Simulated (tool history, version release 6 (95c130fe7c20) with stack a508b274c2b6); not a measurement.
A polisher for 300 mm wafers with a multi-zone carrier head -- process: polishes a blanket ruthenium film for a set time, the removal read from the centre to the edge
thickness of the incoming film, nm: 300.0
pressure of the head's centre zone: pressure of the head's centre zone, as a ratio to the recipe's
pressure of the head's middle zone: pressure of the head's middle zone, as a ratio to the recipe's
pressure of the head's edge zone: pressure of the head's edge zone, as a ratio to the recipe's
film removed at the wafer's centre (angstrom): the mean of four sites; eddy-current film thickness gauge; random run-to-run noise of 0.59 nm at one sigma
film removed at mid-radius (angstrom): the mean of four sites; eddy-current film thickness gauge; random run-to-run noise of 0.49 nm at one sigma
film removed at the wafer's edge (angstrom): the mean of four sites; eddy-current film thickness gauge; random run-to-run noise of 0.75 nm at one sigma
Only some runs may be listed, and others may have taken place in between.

run	hour	flow of slurry (ml/min)	pressure of the head's centre zone	pressure of the head's middle zone	pressure of the head's edge zone	polishing time (s)	film removed at the wafer's centre (angstrom)	film removed at mid-radius (angstrom)	film removed at the wafer's edge (angstrom)
1	0	155	1	1	1	69	836.29	868.3	867.5
2	7.4	155	1	1	1	57	694.93	715.57	711.15
3	9.9	155	0.93	1	1	57	652.78	726.23	732.32
4	16.1	145	0.91	0.99	0.99	56	613.4	700.4	712.7
5	23.7	145	0.91	0.99	0.99	44	485.98	548.27	556.85
6	31	145	0.91	0.93	0.99	44	488.68	517.46	551.07
7	34.5	160	0.9	0.95	1.01	44	478.69	534.33	569.3
8	35.7	165	0.91	0.97	1.03	45	499.5	553.44	573.91
9	37.5	160	0.9	0.98	1.03	47	530.73	590.02	601.94
10	44.6	165	0.88	0.98	1.04	48	514.05	604.1	626.21
11	52.1	170	0.88	0.99	1.05	48	533.08	607.7	628.89
12	54.8	175	0.87	1	1.06	48	523.34	619.28	617.83

The next listed run, before its measurement:
13	55.9	170	0.87	1	1.06	49	?	?	?

{"run 13": {"film removed at the wafer's centre (angstrom)": 527.15, "film removed at mid-radius (angstrom)": 628.44, "film removed at the wafer's edge (angstrom)": 641.08}}
